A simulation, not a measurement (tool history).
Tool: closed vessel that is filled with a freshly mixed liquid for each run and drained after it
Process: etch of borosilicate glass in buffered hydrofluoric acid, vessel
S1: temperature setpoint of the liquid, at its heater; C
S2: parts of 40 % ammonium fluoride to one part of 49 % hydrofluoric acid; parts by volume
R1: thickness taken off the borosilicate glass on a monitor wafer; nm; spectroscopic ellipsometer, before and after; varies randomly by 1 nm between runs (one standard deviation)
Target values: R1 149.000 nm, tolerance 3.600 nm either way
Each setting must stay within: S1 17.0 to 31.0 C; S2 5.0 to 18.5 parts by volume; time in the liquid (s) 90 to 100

Run 1, day 0.000: S1 23.0 C, S2 11.5 parts by volume, time in the liquid (s) 90. Result: R1 92.926 nm.
Run 2, day 0.254: S1 25.0 C, S2 11.5 parts by volume, time in the liquid (s) 90. Result: R1 105.010 nm.
Run 3, day 0.279: S1 26.5 C, S2 11.5 parts by volume, time in the liquid (s) 90. Result: R1 112.760 nm.
Run 4, day 0.371: S1 27.5 C, S2 11.5 parts by volume, time in the liquid (s) 90. Result: R1 118.170 nm.
Run 5, day 0.662: S1 28.5 C, S2 11.5 parts by volume, time in the liquid (s) 90. Result: R1 124.230 nm.
Run 6, day 0.800: S1 29.0 C, S2 11.5 parts by volume, time in the liquid (s) 90. Result: R1 127.820 nm.
Run 7, day 0.950: S1 29.5 C, S2 11.5 parts by volume, time in the liquid (s) 90. Result: R1 129.930 nm.
Run 8, day 0.983: S1 30.0 C, S2 11.5 parts by volume, time in the liquid (s) 90. Result: R1 135.330 nm.
Run 9, day 1.079: S1 30.0 C, S2 11.5 parts by volume, time in the liquid (s) 90. Result: R1 135.320 nm.
Run 10, day 1.154: S1 30.5 C, S2 11.0 parts by volume, time in the liquid (s) 90. Result: R1 143.070 nm.

Which of these 5 next moves meets every target?
Run A, day 1.229: S1 29.0 C, S2 11.5 parts by volume, time in the liquid (s) 95. Result: R1 ?.
Run B, day 1.229: S1 30.5 C, S2 12.0 parts by volume, time in the liquid (s) 95. Result: R1 ?.
Run C, day 1.229: S1 31.0 C, S2 13.0 parts by volume, time in the liquid (s) 95. Result: R1 ?.
Run D, day 1.229: S1 29.0 C, S2 10.5 parts by volume, time in the liquid (s) 95. Result: R1 ?.
Run E, day 1.229: S1 30.5 C, S2 12.0 parts by volume, time in the liquid (s) 90. Result: R1 ?.

move       R1
   A  135.540
   B  140.470
   C  133.210
   D  148.230
   E  133.080
A: misses by more than the last run did
B: misses by more than the last run did
C: misses by more than the last run did
D: meets every target
E: misses by more than the last run did
D is the move that brings every result within its allowed miss.
